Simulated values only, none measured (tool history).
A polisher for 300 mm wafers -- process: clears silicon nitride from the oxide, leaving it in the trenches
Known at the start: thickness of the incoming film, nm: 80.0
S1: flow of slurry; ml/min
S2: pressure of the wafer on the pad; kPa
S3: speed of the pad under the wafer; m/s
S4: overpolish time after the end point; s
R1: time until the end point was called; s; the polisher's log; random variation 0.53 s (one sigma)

run,day,S1,S2,S3,S4,R1
1,0,210,22.1,1.06,45,65.57
2,0.229,155,22.1,1.06,45,68.431
3,0.6,205,22.1,1.06,45,66.917
4,0.846,180,22.1,1.06,45,68.106
5,1.05,180,19.3,1.06,45,76.029
6,1.379,180,19.3,1.06,48,76.9
7,1.738,185,21.4,1.06,48,68.35
8,2.033,190,22.8,1.06,48,64.864
9,2.108,195,23.4,1.06,48,62.317
10,2.479,200,24.1,1.06,48,60.756
11,2.771,205,24.8,1.06,48,59.289

For run 12, what comes out?
12,2.988,205,25.5,1.06,48,?

R1: 56.923 s
